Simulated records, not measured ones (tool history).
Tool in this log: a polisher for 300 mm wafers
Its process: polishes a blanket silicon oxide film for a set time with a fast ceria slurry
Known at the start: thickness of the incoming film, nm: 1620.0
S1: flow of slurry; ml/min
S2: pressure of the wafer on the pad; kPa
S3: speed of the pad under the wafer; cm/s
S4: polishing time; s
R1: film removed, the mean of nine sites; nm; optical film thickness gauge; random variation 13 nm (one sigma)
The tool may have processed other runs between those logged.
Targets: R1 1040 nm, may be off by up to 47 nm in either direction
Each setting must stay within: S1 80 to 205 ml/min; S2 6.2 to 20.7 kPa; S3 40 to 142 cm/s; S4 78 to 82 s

run,hour,S1,S2,S3,S4,R1
1,0,135,13.1,90,78,779.78
2,6.7,120,13.1,90,78,755.99
3,7.7,120,13.1,90,82,781.24
4,14.2,105,13.1,90,82,750.52
5,18.1,120,13.8,90,82,826.77
6,20.7,120,13.8,90,82,832.25
7,24.8,130,13.8,90,82,817.71
8,25.9,130,14.5,90,82,858.45
9,31.4,135,15.2,90,82,937.04
10,35.7,140,15.2,90,82,920.4
11,37.3,140,15.9,90,82,962.9

Exercise: of the 5 proposed moves below, exactly one satisfies all targets within the stated allowed misses. Which move is it?
A,38.9,135,13.8,92,81,?
B,38.9,85,15.9,96,82,?
C,38.9,150,16.5,98,78,?
D,38.9,135,17.2,82,78,?
E,38.9,145,15.9,86,78,?

move,R1
A,831.31
B,888.73
C,1037.6
D,889.96
E,871.36
A: moves away from the targets compared with the last run
B: moves away from the targets compared with the last run
C: every result within its allowed miss
D: moves away from the targets compared with the last run
E: moves away from the targets compared with the last run
So the answer is move C, the one that meets all the targets.
